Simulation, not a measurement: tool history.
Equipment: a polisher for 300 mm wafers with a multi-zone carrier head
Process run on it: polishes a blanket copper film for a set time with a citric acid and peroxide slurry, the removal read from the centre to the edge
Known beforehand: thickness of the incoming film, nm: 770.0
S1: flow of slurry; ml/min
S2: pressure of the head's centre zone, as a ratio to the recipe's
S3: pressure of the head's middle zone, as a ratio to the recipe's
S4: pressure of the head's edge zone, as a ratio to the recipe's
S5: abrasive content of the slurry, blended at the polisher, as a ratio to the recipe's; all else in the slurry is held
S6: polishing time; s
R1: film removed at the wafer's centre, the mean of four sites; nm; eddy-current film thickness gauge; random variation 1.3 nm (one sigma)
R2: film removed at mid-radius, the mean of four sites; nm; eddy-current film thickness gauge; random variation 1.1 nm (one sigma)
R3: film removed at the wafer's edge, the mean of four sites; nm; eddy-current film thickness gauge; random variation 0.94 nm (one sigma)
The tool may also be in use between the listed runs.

run  hour   S1    S2    S3    S4    S5  S6      R1      R2      R3
  1     0  185     1     1     1     1  37  83.358  88.047  84.333
  2     5  185     1     1  1.08     1  37  83.117  86.844  87.642
  3  13.1  185     1     1  1.04     1  37   82.34  86.451  86.214
  4    20  200  1.05  1.04  1.03  1.05  37  89.814  91.539  87.524
  5  28.1  200  1.05  1.04  1.07  1.05  37  89.947  92.221  87.617
  6  36.1  215  1.08  1.06  1.07   1.1  37  91.719  94.969  88.954
  7  43.9  215  1.11  1.08  1.05   1.1  37  96.848  96.362  91.382

What will run 8 give?
  8  51.1  235  1.13  1.11  1.01  1.05  37   ?   ?   ?

R1: 97.828 nm
R2: 97.255 nm
R3: 88.215 nm

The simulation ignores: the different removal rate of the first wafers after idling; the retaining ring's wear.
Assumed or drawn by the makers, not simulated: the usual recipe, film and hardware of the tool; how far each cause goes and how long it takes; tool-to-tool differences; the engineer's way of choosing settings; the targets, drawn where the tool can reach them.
